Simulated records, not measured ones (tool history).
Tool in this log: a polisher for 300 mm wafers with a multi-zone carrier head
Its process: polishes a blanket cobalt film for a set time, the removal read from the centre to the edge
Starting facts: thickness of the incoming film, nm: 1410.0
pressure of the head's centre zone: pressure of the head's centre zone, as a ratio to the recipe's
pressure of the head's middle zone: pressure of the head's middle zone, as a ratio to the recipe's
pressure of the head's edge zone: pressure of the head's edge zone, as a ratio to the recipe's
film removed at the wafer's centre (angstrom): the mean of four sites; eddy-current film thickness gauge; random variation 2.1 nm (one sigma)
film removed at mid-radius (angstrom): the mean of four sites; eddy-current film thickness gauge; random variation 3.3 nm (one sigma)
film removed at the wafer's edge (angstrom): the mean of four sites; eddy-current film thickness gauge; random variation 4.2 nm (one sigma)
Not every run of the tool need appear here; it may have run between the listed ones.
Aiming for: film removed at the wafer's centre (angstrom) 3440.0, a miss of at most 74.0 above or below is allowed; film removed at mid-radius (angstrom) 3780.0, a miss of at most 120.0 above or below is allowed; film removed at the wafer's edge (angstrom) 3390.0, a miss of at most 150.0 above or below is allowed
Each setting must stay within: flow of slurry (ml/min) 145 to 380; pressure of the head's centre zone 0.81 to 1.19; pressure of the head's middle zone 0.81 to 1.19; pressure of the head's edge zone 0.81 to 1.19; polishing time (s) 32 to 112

| run | hour | flow of slurry (ml/min) | pressure of the head's centre zone | pressure of the head's middle zone | pressure of the head's edge zone | polishing time (s) | film removed at the wafer's centre (angstrom) | film removed at mid-radius (angstrom) | film removed at the wafer's edge (angstrom) |
|---|---|---|---|---|---|---|---|---|---|
| 1 | 0.0 | 245 | 1.00 | 1.00 | 1.00 | 72 | 2699.9 | 2757.3 | 2723.5 |
| 2 | 5.9 | 245 | 1.00 | 1.00 | 1.08 | 72 | 2705.6 | 2757.2 | 2848.6 |
| 3 | 10.5 | 245 | 1.00 | 1.00 | 1.08 | 59 | 2215.2 | 2266.2 | 2344.8 |
| 4 | 17.7 | 245 | 1.04 | 1.00 | 1.08 | 59 | 2330.9 | 2241.5 | 2325.2 |
| 5 | 22.8 | 250 | 1.04 | 1.02 | 1.09 | 61 | 2414.5 | 2328.7 | 2440.9 |
| 6 | 29.5 | 250 | 1.08 | 1.02 | 1.09 | 61 | 2469.5 | 2372.4 | 2482.4 |
| 7 | 31.1 | 255 | 1.08 | 1.04 | 1.08 | 63 | 2598.5 | 2479.1 | 2476.4 |
| 8 | 35.9 | 255 | 1.07 | 1.05 | 1.09 | 65 | 2656.5 | 2530.1 | 2564.8 |
| 9 | 37.1 | 320 | 1.00 | 1.15 | 1.04 | 85 | 3354.5 | 3686.7 | 3405.0 |
| 10 | 43.3 | 330 | 1.01 | 1.17 | 1.03 | 85 | 3334.3 | 3796.9 | 3405.3 |

Below are 4 possible settings for the next run. Only one of them brings all results inside the allowed miss of their targets. Which is it?
| A | 49.5 | 290 | 1.01 | 1.12 | 0.98 | 88 | ? | ? | ? |
| B | 49.5 | 320 | 1.02 | 1.19 | 1.04 | 83 | ? | ? | ? |
| C | 49.5 | 380 | 0.92 | 1.11 | 1.04 | 88 | ? | ? | ? |
| D | 49.5 | 230 | 0.98 | 1.15 | 1.02 | 87 | ? | ? | ? |

| move | film removed at the wafer's centre (angstrom) | film removed at mid-radius (angstrom) | film removed at the wafer's edge (angstrom) |
|---|---|---|---|
| A | 3415.3 | 3720.2 | 3417.7 |
| B | 3291.0 | 3733.8 | 3340.3 |
| C | 3197.4 | 3786.6 | 3586.7 |
| D | 3174.5 | 3657.1 | 3369.8 |
A: in spec on every target
B: misses by more than the last run did
C: misses by more than the last run did
D: misses by more than the last run did
Answer: A
